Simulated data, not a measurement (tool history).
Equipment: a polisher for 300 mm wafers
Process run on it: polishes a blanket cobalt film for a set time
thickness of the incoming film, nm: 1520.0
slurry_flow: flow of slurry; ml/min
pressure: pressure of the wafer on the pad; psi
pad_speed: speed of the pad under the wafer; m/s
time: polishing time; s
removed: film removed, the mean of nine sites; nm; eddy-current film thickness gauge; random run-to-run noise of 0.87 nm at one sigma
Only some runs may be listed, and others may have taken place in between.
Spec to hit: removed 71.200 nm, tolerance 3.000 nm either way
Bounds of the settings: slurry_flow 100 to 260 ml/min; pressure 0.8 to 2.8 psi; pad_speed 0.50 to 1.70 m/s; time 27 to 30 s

{"run": 1, "day": 0.0, "slurry_flow": 165, "pressure": 1.8, "pad_speed": 1.1, "time": 30, "removed": 156.26}
{"run": 2, "day": 0.212, "slurry_flow": 165, "pressure": 1.8, "pad_speed": 0.98, "time": 30, "removed": 140.79}
{"run": 3, "day": 0.267, "slurry_flow": 165, "pressure": 1.8, "pad_speed": 1.26, "time": 30, "removed": 179.9}
{"run": 4, "day": 0.317, "slurry_flow": 165, "pressure": 1.6, "pad_speed": 1.16, "time": 30, "removed": 146.47}
{"run": 5, "day": 0.667, "slurry_flow": 165, "pressure": 1.6, "pad_speed": 1.16, "time": 27, "removed": 131.92}
{"run": 6, "day": 0.779, "slurry_flow": 165, "pressure": 1.6, "pad_speed": 1.16, "time": 27, "removed": 135.58}
{"run": 7, "day": 1.012, "slurry_flow": 165, "pressure": 1.4, "pad_speed": 1.12, "time": 27, "removed": 109.11}
{"run": 8, "day": 1.35, "slurry_flow": 165, "pressure": 1.3, "pad_speed": 1.12, "time": 27, "removed": 104.86}
{"run": 9, "day": 1.708, "slurry_flow": 165, "pressure": 1.2, "pad_speed": 1.12, "time": 27, "removed": 95.91}
{"run": 10, "day": 1.812, "slurry_flow": 155, "pressure": 0.8, "pad_speed": 1.1, "time": 27, "removed": 65.984}

Below are 5 possible settings for the next run. Only one of them brings all results inside the allowed miss of their targets. Which is it?
{"run": "A", "day": 1.917, "slurry_flow": 140, "pressure": 0.8, "pad_speed": 1.08, "time": 28, "removed": "?"}
{"run": "B", "day": 1.917, "slurry_flow": 150, "pressure": 0.9, "pad_speed": 1.22, "time": 27, "removed": "?"}
{"run": "C", "day": 1.917, "slurry_flow": 175, "pressure": 0.8, "pad_speed": 0.94, "time": 30, "removed": "?"}
{"run": "D", "day": 1.917, "slurry_flow": 100, "pressure": 0.8, "pad_speed": 1.32, "time": 28, "removed": "?"}
{"run": "E", "day": 1.917, "slurry_flow": 170, "pressure": 1.0, "pad_speed": 1.02, "time": 28, "removed": "?"}

move=A removed=64.618
move=B removed=79.429
move=C removed=63.073
move=D removed=72.072
move=E removed=78.219
A: further off than the last run
B: takes the result that was furthest off past its target
C: further off than the last run
D: each result inside its tolerance
E: takes the result that was furthest off past its target
The move that meets every target is D.
